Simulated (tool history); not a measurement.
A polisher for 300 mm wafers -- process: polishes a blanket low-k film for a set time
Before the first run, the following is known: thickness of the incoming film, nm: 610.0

run,hour,flow of slurry (ml/min),pressure of the wafer on the pad (psi),speed of the pad under the wafer (m/s),abrasive content of the slurry,polishing time (s),film removed (nm)
1,0.0,290,1.3,1.22,1.0,36,10.649
2,4.1,290,1.3,1.22,1.0,36,10.744
3,11.8,290,1.5,1.24,1.0,36,12.647
4,20.6,290,1.5,1.24,1.0,33,11.343
5,22.3,290,1.5,1.24,1.1,33,11.803
6,23.8,290,1.6,1.28,1.1,33,12.774

Run 7 has not been measured yet. What should we expect?
7,31.0,290,1.7,1.34,1.1,33,?

Run 7 produced film removed (nm) 14.205.

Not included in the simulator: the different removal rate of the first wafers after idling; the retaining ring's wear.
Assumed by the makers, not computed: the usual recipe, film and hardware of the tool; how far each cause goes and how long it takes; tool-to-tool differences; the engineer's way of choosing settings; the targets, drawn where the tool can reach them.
